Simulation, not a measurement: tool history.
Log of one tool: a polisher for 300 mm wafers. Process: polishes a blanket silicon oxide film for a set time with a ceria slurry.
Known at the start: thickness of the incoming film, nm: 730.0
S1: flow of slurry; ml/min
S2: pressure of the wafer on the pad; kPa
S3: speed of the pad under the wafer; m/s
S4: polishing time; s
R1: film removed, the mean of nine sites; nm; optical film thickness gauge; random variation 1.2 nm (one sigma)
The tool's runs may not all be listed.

run,hour,S1,S2,S3,S4,R1
1,0.0,305,21.4,1.10,71,334.47
2,0.6,305,19.3,1.08,71,292.57
3,8.1,305,17.9,1.06,71,267.27
4,10.9,305,16.5,1.06,71,250.61
5,16.5,305,16.5,1.24,71,291.26
6,18.0,305,16.5,1.46,71,340.02
7,25.3,280,10.3,1.16,71,172.12
8,30.3,275,10.3,1.16,71,170.90
9,36.0,270,10.3,1.16,71,172.05
10,41.0,265,10.3,1.16,71,170.26
11,49.8,260,10.3,1.16,71,173.00
12,53.5,260,9.7,1.14,71,157.48
13,55.7,265,9.7,1.14,71,156.86
14,60.2,270,9.7,1.14,71,156.41
15,63.7,275,11.0,1.14,71,180.51
16,65.9,265,11.0,1.14,71,182.77
17,71.8,280,11.0,1.14,71,180.90
18,75.2,270,11.0,1.14,71,178.87

The next listed run, before its measurement:
19,79.3,265,11.0,1.14,71,?

Run 19 gave R1 179.44 nm.
